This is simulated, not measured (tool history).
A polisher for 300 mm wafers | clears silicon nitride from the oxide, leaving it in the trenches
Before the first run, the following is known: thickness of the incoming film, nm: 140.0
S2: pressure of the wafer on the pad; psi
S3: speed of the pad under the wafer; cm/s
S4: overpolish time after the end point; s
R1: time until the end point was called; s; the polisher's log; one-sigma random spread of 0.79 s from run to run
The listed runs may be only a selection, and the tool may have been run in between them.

Run 1, hour 0.0: flow of slurry (ml/min) 160, S2 2.5 psi, S3 114 cm/s, S4 8 s. Result: R1 141.330 s.
Run 2, hour 8.3: flow of slurry (ml/min) 165, S2 2.7 psi, S3 114 cm/s, S4 8 s. Result: R1 132.380 s.
Run 3, hour 10.4: flow of slurry (ml/min) 165, S2 2.7 psi, S3 114 cm/s, S4 8 s. Result: R1 134.000 s.
Run 4, hour 17.4: flow of slurry (ml/min) 165, S2 2.9 psi, S3 114 cm/s, S4 8 s. Result: R1 121.120 s.
Run 5, hour 26.3: flow of slurry (ml/min) 165, S2 2.9 psi, S3 100 cm/s, S4 8 s. Result: R1 138.310 s.
At hour 34.6: worn pad replaced by a new one.
Run 6, hour 34.6: flow of slurry (ml/min) 200, S2 2.9 psi, S3 100 cm/s, S4 8 s. Result: R1 127.400 s.
Run 7, hour 39.6: flow of slurry (ml/min) 205, S2 3.0 psi, S3 100 cm/s, S4 8 s. Result: R1 119.380 s.

Run 8 is up next; what results do you expect?
Run 8, hour 45.9: flow of slurry (ml/min) 230, S2 3.7 psi, S3 102 cm/s, S4 8 s. Result: R1 ?.

R1: 98.284 s
